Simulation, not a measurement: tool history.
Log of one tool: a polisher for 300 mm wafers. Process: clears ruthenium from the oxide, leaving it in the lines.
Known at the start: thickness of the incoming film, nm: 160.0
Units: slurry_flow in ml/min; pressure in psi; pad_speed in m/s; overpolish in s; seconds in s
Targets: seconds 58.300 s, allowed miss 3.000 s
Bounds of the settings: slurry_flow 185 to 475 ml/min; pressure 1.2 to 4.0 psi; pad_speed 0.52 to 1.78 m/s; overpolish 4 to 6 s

run    day  slurry_flow  pressure  pad_speed  overpolish  seconds
  1  0.000          305       2.6       1.14           6   89.615
  2  0.046          305       2.8       1.14           6   82.329
  3  0.146          305       3.0       1.16           6   77.786
  4  0.183          305       3.3       1.18           6   69.054
  5  0.325          305       3.3       1.06           6   76.272
  6  0.471          305       3.5       1.08           6   69.991
  7  0.508          305       3.6       1.10           6   69.472
  8  0.592          305       3.7       1.12           6   66.955
  9  0.767          305       3.8       1.14           6   63.741
 10  0.875          305       3.9       1.16           6   62.981

Which of these 4 next moves meets every target?
  A  0.983          235       3.3       1.24           6        ?
  B  0.983          275       4.0       1.20           4        ?
  C  0.983          185       3.7       1.20           4        ?
  D  0.983          435       3.8       1.04           4        ?

move  seconds
   A   69.159
   B   59.772
   C   67.383
   D   68.263
A: further off than the last run
B: meets every target
C: further off than the last run
D: further off than the last run
Answer: B

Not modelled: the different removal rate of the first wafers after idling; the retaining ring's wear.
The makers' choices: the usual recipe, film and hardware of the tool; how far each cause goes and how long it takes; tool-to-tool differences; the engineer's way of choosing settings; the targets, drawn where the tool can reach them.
